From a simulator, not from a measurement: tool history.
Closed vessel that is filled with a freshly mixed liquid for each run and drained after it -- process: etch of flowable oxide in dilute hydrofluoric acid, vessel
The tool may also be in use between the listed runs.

run  hour  temperature setpoint of the liquid (°C)  parts of water to one part of 49 % hydrofluoric acid (parts by volume)  time in the liquid (s)  thickness taken off the flowable oxide on a monitor wafer (nm)
  1     0                                       22                                                                      95                      95                                                           33.88
  2   6.4                                       22                                                                      95                      95                                                          34.139
  3     9                                       22                                                                     110                      95                                                           28.82
  4  10.7                                       22                                                                     110                      95                                                          28.786
  5  19.7                                       22                                                                     140                      95                                                          22.047
  6  25.8                                       19                                                                     140                      95                                                          19.388

The next listed run, before its measurement:
  7  34.4                                     19.5                                                                     140                      95                                                               ?

Run 7 came out at thickness taken off the flowable oxide on a monitor wafer (nm) 19.781.
